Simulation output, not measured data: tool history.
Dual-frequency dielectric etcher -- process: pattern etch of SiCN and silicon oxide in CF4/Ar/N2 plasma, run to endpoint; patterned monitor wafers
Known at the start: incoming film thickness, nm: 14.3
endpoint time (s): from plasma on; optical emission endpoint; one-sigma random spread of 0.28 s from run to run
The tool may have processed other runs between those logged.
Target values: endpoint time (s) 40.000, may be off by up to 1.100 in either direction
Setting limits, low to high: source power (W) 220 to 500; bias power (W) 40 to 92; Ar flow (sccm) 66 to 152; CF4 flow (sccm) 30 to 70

run  hour  source power (W)  bias power (W)  Ar flow (sccm)  CF4 flow (sccm)  endpoint time (s)
  1   0.0               360              66             109               50             22.285
  2   3.3               360              66             101               50             22.109
  3   4.5               390              66             101               50             20.156
  4   8.7               360              62             105               48             23.143
  5  10.8               340              59             107               48             25.367
  6  11.7               370              59             107               48             23.081
  7  17.5               350              57             108               48             25.071
  8  24.3               330              55             109               48             27.336
  9  25.6               310              54             109               48             29.183
 10  34.4               300              53             109               48             30.666
 11  39.1               290              53             109               48             31.372
 12  44.0               280              52             109               48             32.947
 13  48.3               220              47             112               47             45.826
 14  51.1               230              47             112               47             43.749
 15  57.7               240              47             112               47             41.438

4 candidate next runs follow, results not yet known. Just one meets every target within its allowed miss. Identify it.
  A  64.3               240              57             117               48                  ?
  B  64.3               260              42             119               37                  ?
  C  64.3               240              49              98               42                  ?
  D  64.3               260              46             105               55                  ?

move  endpoint time (s)
   A             37.294
   B             42.045
   C             40.088
   D             36.880
A: pushes the last run's worst result past its target
B: its largest miss is bigger than the last run's
C: in spec on every target
D: pushes the last run's worst result past its target
The right move is C.

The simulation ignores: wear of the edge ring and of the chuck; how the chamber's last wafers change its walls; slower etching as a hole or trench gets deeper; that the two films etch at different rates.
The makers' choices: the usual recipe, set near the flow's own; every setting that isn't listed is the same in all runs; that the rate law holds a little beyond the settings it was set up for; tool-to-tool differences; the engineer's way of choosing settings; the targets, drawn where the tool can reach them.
